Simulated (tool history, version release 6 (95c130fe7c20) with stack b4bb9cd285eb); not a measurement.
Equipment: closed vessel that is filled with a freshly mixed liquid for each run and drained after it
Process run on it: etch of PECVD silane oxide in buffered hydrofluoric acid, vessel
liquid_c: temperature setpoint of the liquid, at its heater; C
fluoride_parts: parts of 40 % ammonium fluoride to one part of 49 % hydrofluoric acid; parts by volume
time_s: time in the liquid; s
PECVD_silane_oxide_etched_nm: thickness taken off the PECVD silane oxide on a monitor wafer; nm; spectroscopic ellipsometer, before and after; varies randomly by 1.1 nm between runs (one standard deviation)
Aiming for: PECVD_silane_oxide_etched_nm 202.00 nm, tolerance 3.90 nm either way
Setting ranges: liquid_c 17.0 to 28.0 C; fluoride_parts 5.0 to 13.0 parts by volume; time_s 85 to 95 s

run 1 hour=0.0 | liquid_c=20.0 fluoride_parts=8.0 time_s=85 | PECVD_silane_oxide_etched_nm=230.83
run 2 hour=9.0 | liquid_c=19.5 fluoride_parts=8.0 time_s=85 | PECVD_silane_oxide_etched_nm=224.92
run 3 hour=10.6 | liquid_c=19.0 fluoride_parts=8.0 time_s=85 | PECVD_silane_oxide_etched_nm=218.44
run 4 hour=16.2 | liquid_c=18.5 fluoride_parts=8.0 time_s=85 | PECVD_silane_oxide_etched_nm=213.04
run 5 hour=24.8 | liquid_c=17.0 fluoride_parts=8.0 time_s=85 | PECVD_silane_oxide_etched_nm=193.01
run 6 hour=29.4 | liquid_c=17.0 fluoride_parts=9.5 time_s=85 | PECVD_silane_oxide_etched_nm=170.42
run 7 hour=38.0 | liquid_c=18.0 fluoride_parts=9.5 time_s=85 | PECVD_silane_oxide_etched_nm=181.49
run 8 hour=46.0 | liquid_c=18.5 fluoride_parts=9.5 time_s=85 | PECVD_silane_oxide_etched_nm=187.26
run 9 hour=52.9 | liquid_c=19.0 fluoride_parts=9.5 time_s=85 | PECVD_silane_oxide_etched_nm=191.07
-- hour=54.6 hydrofluoric acid flow meter replaced
run 10 hour=54.6 | liquid_c=19.5 fluoride_parts=9.5 time_s=85 | PECVD_silane_oxide_etched_nm=214.51

Of the 4 settings listed for the next run, only one would bring every result within its allowed miss of target. Which one?
run A hour=56.3 | liquid_c=18.0 fluoride_parts=10.0 time_s=85 | PECVD_silane_oxide_etched_nm=?
run B hour=56.3 | liquid_c=19.0 fluoride_parts=10.0 time_s=85 | PECVD_silane_oxide_etched_nm=?
run C hour=56.3 | liquid_c=18.5 fluoride_parts=10.0 time_s=85 | PECVD_silane_oxide_etched_nm=?
run D hour=56.3 | liquid_c=18.5 fluoride_parts=11.5 time_s=95 | PECVD_silane_oxide_etched_nm=?

move=A PECVD_silane_oxide_etched_nm=188.54
move=B PECVD_silane_oxide_etched_nm=199.51
move=C PECVD_silane_oxide_etched_nm=193.96
move=D PECVD_silane_oxide_etched_nm=189.16
A: takes the result that was furthest off past its target
B: every result lands within tolerance
C: takes the result that was furthest off past its target
D: takes the result that was furthest off past its target
Answer: B
